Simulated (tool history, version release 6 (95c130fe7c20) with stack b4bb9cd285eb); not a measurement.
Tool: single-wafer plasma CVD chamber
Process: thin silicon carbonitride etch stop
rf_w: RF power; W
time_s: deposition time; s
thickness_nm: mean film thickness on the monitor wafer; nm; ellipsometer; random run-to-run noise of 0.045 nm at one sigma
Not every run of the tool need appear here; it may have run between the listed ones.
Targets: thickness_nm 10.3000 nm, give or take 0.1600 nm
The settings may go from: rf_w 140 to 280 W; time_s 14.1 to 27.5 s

run	hour	rf_w	time_s	thickness_nm
1	0.0	210	20.8	11.1450
2	8.2	190	20.8	10.7900
3	12.4	190	18.9	9.8261
4	16.9	195	18.9	9.9346
5	23.8	195	21.5	11.3740
6	25.5	190	21.4	11.1050
7	29.2	185	21.4	11.0480
8	30.8	180	21.4	10.9980
9	38.3	175	21.3	10.8100

Consider the 4 candidate settings below. Which is the only one whose results all fall within their allowed miss of target?
A	45.8	180	22.2	?
B	45.8	180	21.5	?
C	45.8	185	19.8	?
D	45.8	160	22.0	?

move	thickness_nm
A	11.3950
B	11.0350
C	10.2380
D	10.9430
A: lands further from the targets than the last run did
B: lands further from the targets than the last run did
C: every result lands within tolerance
D: lands further from the targets than the last run did
Correct choice: C, which meets every target

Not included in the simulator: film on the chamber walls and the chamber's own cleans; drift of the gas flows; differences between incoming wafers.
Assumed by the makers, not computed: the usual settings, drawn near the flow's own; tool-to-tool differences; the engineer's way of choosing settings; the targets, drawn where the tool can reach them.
